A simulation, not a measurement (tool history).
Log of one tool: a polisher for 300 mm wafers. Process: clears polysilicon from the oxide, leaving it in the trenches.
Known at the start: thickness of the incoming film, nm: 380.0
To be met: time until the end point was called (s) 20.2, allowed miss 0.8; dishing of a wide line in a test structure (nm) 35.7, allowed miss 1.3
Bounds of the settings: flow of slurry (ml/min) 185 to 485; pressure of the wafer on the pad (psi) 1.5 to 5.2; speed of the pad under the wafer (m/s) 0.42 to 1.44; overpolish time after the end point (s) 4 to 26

run	day	flow of slurry (ml/min)	pressure of the wafer on the pad (psi)	speed of the pad under the wafer (m/s)	overpolish time after the end point (s)	time until the end point was called (s)	dishing of a wide line in a test structure (nm)
1	0	310	3.3	0.92	13	24.776	38.71
2	0.062	310	3.4	0.92	12	24.237	39.513
3	0.367	310	3.4	1.12	12	21.568	39.295
4	0.458	360	3.4	1.12	12	21.063	39.143
5	0.612	375	3.4	1.14	11	21.057	39.237
6	0.942	375	3.4	1.3	11	19.06	39.227
7	1.017	385	3.3	1.32	10	19.266	38.939
8	1.15	395	3.2	1.34	9	19.839	38.584
9	1.346	405	3.2	1.36	8	19.676	38.853
10	1.475	315	3.4	1.3	4	19.347	34.239
11	1.792	355	3.3	1.3	6	20.127	37.305
12	2.146	350	3.3	1.3	6	20.197	37.783
13	2.279	335	3.3	1.3	6	19.499	37.182
14	2.596	325	3.3	1.3	6	20.419	37.095

Which of these 4 next moves meets every target?
A	2.912	315	3.5	1.38	8	?	?
B	2.912	325	3.3	1.3	5	?	?
C	2.912	370	3.3	1.24	8	?	?
D	2.912	430	3	1.44	14	?	?

move	time until the end point was called (s)	dishing of a wide line in a test structure (nm)
A	17.731	38.814
B	19.541	35.797
C	20.041	38.451
D	19.633	39.342
A: further off than the last run
B: meets every target
C: further off than the last run
D: further off than the last run
The right move is B.

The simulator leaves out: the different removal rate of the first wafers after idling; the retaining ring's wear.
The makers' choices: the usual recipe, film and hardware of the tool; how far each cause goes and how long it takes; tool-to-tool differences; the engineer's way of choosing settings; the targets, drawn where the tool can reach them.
